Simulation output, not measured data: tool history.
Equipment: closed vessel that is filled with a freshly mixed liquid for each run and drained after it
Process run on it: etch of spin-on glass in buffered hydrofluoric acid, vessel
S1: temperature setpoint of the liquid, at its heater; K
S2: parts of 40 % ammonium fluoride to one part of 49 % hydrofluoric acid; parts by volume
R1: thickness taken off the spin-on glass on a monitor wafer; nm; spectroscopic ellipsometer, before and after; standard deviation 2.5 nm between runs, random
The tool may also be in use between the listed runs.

Run 1, hour 0: S1 295.15 K, S2 9 parts by volume, time in the liquid (s) 95. Result: R1 478.63 nm.
Run 2, hour 8.9: S1 295.15 K, S2 9 parts by volume, time in the liquid (s) 100. Result: R1 508.48 nm.
Run 3, hour 14.8: S1 294.65 K, S2 9 parts by volume, time in the liquid (s) 100. Result: R1 495.39 nm.
Run 4, hour 21.9: S1 294.65 K, S2 7 parts by volume, time in the liquid (s) 100. Result: R1 648.84 nm.
Run 5, hour 26.1: S1 293.65 K, S2 7.5 parts by volume, time in the liquid (s) 100. Result: R1 567.04 nm.
Run 6, hour 33.4: S1 293.65 K, S2 7.5 parts by volume, time in the liquid (s) 95. Result: R1 549.06 nm.
Run 7, hour 38.5: S1 293.15 K, S2 7.5 parts by volume, time in the liquid (s) 95. Result: R1 524.29 nm.
Run 8, hour 39.7: S1 292.65 K, S2 7.5 parts by volume, time in the liquid (s) 95. Result: R1 510.11 nm.
Run 9, hour 44.8: S1 292.15 K, S2 7.5 parts by volume, time in the liquid (s) 95. Result: R1 490.99 nm.

Run 10 is up next; what results do you expect?
Run 10, hour 47.5: S1 291.65 K, S2 7.5 parts by volume, time in the liquid (s) 95. Result: R1 ?.

{"run 10": {"R1": 486.06}}
